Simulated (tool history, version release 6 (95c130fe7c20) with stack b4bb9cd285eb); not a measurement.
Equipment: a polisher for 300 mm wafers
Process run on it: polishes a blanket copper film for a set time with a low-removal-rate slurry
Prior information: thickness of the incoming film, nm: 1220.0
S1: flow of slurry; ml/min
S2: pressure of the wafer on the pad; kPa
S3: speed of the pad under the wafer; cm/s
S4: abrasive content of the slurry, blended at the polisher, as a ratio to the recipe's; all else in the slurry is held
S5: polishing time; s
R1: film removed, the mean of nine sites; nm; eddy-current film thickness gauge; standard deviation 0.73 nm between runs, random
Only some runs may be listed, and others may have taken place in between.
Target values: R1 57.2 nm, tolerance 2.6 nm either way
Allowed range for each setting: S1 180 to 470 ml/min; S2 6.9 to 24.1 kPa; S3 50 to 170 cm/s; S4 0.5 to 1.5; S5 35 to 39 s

run  hour   S1    S2   S3  S4  S5      R1
  1     0  300  15.2  110   1  39  92.531
  2   5.2  335  15.2  110   1  39  94.175
  3   9.6  335  15.2  134   1  39  113.75
  4  14.7  335  13.8  134   1  39   105.9
  5  21.2  370  13.8  134   1  39  104.62
  6  26.7  370  13.1  132   1  39  99.299
  7  35.7  370  12.4  130   1  39  93.555
     41.2  -- worn pad replaced by a new one
  8  41.2  370  11.7  128   1  39  91.022
  9    50  370    11  124   1  39  83.744
 10  57.4  370  10.3  122   1  39   77.79
 11  59.8  370   9.7  120   1  39  71.782
 12  65.8  370     9  120   1  39  67.359
 13  74.2  370     9  120   1  39  67.226
 14  78.2  365     9  120   1  39  66.533
 15  83.3  355     9  120   1  39   66.01
 16  91.6  345     9  120   1  39  67.298

4 next moves are on the table. One of them brings every result within its allowed miss. Which?
  A  99.9  365     9  112   1.1  39   ?
  B  99.9  360   9.7  112  0.85  35   ?
  C  99.9  395  10.3   92  1.35  39   ?
  D  99.9  230     9  124   1.1  35   ?

move      R1
   A  66.647
   B  58.681
   C   66.96
   D   63.77
A: better than the last run, though not everything is in spec
B: meets every target
C: roughly where the last run was
D: better than the last run, though not everything is in spec
The right move is B.
